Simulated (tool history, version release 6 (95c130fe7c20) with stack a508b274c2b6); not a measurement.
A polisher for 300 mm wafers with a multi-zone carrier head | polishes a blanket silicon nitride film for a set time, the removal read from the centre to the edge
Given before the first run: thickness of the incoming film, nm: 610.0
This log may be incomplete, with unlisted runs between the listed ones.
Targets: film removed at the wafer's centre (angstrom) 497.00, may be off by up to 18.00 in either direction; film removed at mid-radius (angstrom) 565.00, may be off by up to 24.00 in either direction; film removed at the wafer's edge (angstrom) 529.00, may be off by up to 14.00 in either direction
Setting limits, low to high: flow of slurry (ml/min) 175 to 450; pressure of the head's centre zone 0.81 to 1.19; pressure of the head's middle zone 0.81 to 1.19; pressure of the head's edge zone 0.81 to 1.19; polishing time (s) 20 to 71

run    day  flow of slurry (ml/min)  pressure of the head's centre zone  pressure of the head's middle zone  pressure of the head's edge zone  polishing time (s)  film removed at the wafer's centre (angstrom)  film removed at mid-radius (angstrom)  film removed at the wafer's edge (angstrom)
  1  0.000                      290                                1.00                                1.00                              1.00                  45                                         856.03                                 834.14                                       868.73
  2  0.150                      290                                1.00                                1.06                              1.00                  45                                         860.49                                 871.65                                       861.45
  3  0.204                      285                                0.97                                1.06                              0.97                  41                                         756.41                                 807.22                                       769.94
  4  0.379                      285                                0.97                                1.06                              0.97                  45                                         832.78                                 892.69                                       853.51
  5  0.454                      350                                0.97                                1.06                              0.97                  45                                         845.77                                 893.06                                       851.79
  6  0.696                      350                                0.89                                1.06                              0.97                  45                                         775.42                                 894.28                                       845.75
  7  0.800                      350                                0.88                                1.05                              0.95                  41                                         691.88                                 812.46                                       777.51
  8  0.875                      350                                0.89                                1.05                              0.93                  37                                         641.63                                 720.01                                       693.75
  9  1.096                      315                                0.82                                1.05                              0.83                  27                                         425.39                                 535.48                                       487.43
 10  1.196                      330                                0.84                                1.05                              0.84                  27                                         440.47                                 518.41                                       485.70
 11  1.433                      335                                0.85                                1.06                              0.86                  27                                         442.53                                 533.50                                       483.80
 12  1.525                      340                                0.91                                1.02                              0.94                  31                                         551.77                                 594.76                                       594.01
 13  1.829                      330                                0.90                                1.02                              0.92                  31                                         547.99                                 598.46                                       575.80
 14  2.004                      325                                0.89                                1.02                              0.90                  31                                         524.00                                 589.92                                       569.63
 15  2.062                      320                                0.89                                1.02                              0.88                  31                                         529.82                                 600.06                                       572.75
 16  2.300                      320                                0.89                                1.02                              0.83                  27                                         456.04                                 519.68                                       484.20
 17  2.471                      320                                0.89                                1.03                              0.85                  27                                         471.67                                 517.65                                       490.65
 18  2.646                      320                                0.89                                1.04                              0.87                  27                                         464.32                                 524.96                                       496.16
 19  2.792                      325                                0.89                                1.05                              0.88                  27                                         457.38                                 526.07                                       494.91
 20  2.925                      325                                0.90                                1.05                              0.89                  28                                         479.94                                 552.00                                       514.74

5 candidate next runs follow, results not yet known. Just one meets every target within its allowed miss. Identify it.
  A  3.058                      400                                0.88                                1.02                              0.86                  29                                              ?                                      ?                                            ?
  B  3.058                      205                                0.91                                1.04                              0.96                  28                                              ?                                      ?                                            ?
  C  3.058                      335                                0.88                                1.13                              0.86                  26                                              ?                                      ?                                            ?
  D  3.058                      295                                0.83                                1.00                              0.88                  29                                              ?                                      ?                                            ?
  E  3.058                      355                                0.82                                0.94                              0.96                  29                                              ?                                      ?                                            ?

move  film removed at the wafer's centre (angstrom)  film removed at mid-radius (angstrom)  film removed at the wafer's edge (angstrom)
   A                                         493.31                                 564.15                                       532.15
   B                                         452.71                                 513.07                                       507.86
   C                                         435.42                                 543.86                                       470.99
   D                                         451.22                                 539.88                                       526.14
   E                                         454.46                                 521.72                                       553.71
A: every result within its allowed miss
B: misses by more than the last run did
C: misses by more than the last run did
D: brings the result that was furthest off to its target, and leaves another outside
E: takes the result that was furthest off past its target
Go with A: it meets all targets.
